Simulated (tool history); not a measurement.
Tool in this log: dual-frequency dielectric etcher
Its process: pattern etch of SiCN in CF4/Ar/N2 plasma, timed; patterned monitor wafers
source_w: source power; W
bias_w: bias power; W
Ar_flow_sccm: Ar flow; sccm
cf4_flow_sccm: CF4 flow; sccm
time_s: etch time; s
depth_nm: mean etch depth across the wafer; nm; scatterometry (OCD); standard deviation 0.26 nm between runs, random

| run | hour | source_w | bias_w | Ar_flow_sccm | cf4_flow_sccm | time_s | depth_nm |
|---|---|---|---|---|---|---|---|
| 1 | 0.0 | 490 | 63 | 81 | 80 | 105.5 | 96.710 |
| 2 | 3.9 | 490 | 69 | 81 | 80 | 105.5 | 99.506 |
| 3 | 12.9 | 490 | 69 | 88 | 80 | 105.5 | 97.748 |
| 4 | 17.7 | 510 | 69 | 88 | 80 | 105.5 | 101.600 |
| 5 | 26.0 | 530 | 69 | 88 | 80 | 105.5 | 104.560 |
| 6 | 28.8 | 530 | 69 | 88 | 90 | 105.5 | 106.230 |
| 7 | 36.3 | 540 | 69 | 88 | 90 | 105.5 | 107.480 |

Run 8 comes next. What will it give?
| 8 | 40.5 | 550 | 69 | 88 | 90 | 105.5 | ? |

depth_nm: 109.610 nm
